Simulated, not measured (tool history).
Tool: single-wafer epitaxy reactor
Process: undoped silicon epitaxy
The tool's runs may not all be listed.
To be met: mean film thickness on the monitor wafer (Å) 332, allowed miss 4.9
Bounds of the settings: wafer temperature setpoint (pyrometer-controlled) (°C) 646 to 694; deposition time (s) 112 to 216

| run | hour | wafer temperature setpoint (pyrometer-controlled) (°C) | deposition time (s) | mean film thickness on the monitor wafer (Å) |
|---|---|---|---|---|
| 1 | 0 | 670 | 164 | 409.07 |
| 2 | 7.6 | 678 | 164 | 496.34 |
| 3 | 13.6 | 688 | 164 | 625.36 |
| 4 | 18.7 | 683 | 164 | 553.38 |
| 5 | 26.4 | 679 | 164 | 505.21 |
| 6 | 29.3 | 676 | 164 | 470.98 |
| 7 | 31.5 | 673 | 164 | 442.04 |
| 8 | 35.1 | 671 | 164 | 418.26 |
| 9 | 43.1 | 669 | 164 | 396.02 |
| 10 | 48.2 | 668 | 164 | 394.44 |
| 11 | 49.2 | 667 | 164 | 383.16 |
| 12 | 51.4 | 659 | 164 | 315.16 |
| 13 | 60.2 | 659 | 164 | 313.98 |
| 14 | 65.9 | 660 | 164 | 322.98 |

Which of these 4 next moves meets every target?
| A | 71.6 | 659 | 166 | ? |
| B | 71.6 | 656 | 176 | ? |
| C | 71.6 | 665 | 155 | ? |
| D | 71.6 | 660 | 169 | ? |

| move | mean film thickness on the monitor wafer (Å) |
|---|---|
| A | 317.3 |
| B | 312.54 |
| C | 342.7 |
| D | 331.01 |
A: further off than the last run
B: further off than the last run
C: takes the result that was furthest off past its target
D: meets every target
Move D is the one to make.
